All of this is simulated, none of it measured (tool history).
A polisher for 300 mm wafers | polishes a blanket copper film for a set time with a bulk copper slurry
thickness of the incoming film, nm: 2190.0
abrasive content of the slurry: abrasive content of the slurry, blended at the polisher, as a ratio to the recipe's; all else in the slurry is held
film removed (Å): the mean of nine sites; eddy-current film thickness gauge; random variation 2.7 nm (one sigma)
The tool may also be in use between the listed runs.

| run | hour | flow of slurry (ml/min) | pressure of the wafer on the pad (kPa) | speed of the pad under the wafer (cm/s) | abrasive content of the slurry | polishing time (s) | film removed (Å) |
|---|---|---|---|---|---|---|---|
| 1 | 0 | 215 | 16.5 | 134 | 1 | 46 | 4381.5 |
| 2 | 2.2 | 215 | 16.5 | 134 | 1 | 46 | 4447.7 |
| 3 | 9.8 | 215 | 16.5 | 134 | 0.85 | 46 | 4143.1 |
| 4 | 16 | 215 | 16.5 | 156 | 0.85 | 46 | 4709.6 |
| 5 | 17.6 | 215 | 19.3 | 156 | 0.85 | 46 | 5502.6 |
| 6 | 20.7 | 215 | 17.9 | 150 | 0.85 | 46 | 4842.4 |
| 7 | 24.1 | 215 | 16.5 | 144 | 0.85 | 46 | 4468.1 |
| 8 | 25.6 | 215 | 15.2 | 138 | 0.85 | 46 | 4106.2 |
| 9 | 26.2 | 215 | 14.5 | 130 | 0.85 | 46 | 3711.5 |
| 10 | 31.6 | 215 | 13.8 | 126 | 0.85 | 46 | 3469.7 |
| 11 | 38.6 | 215 | 13.1 | 122 | 0.85 | 46 | 3118 |
| 12 | 46.2 | 215 | 12.4 | 122 | 0.85 | 46 | 3076.7 |

The next listed run, before its measurement:
| 13 | 54.3 | 215 | 12.4 | 122 | 0.85 | 46 | ? |

film removed (Å): 3093.8

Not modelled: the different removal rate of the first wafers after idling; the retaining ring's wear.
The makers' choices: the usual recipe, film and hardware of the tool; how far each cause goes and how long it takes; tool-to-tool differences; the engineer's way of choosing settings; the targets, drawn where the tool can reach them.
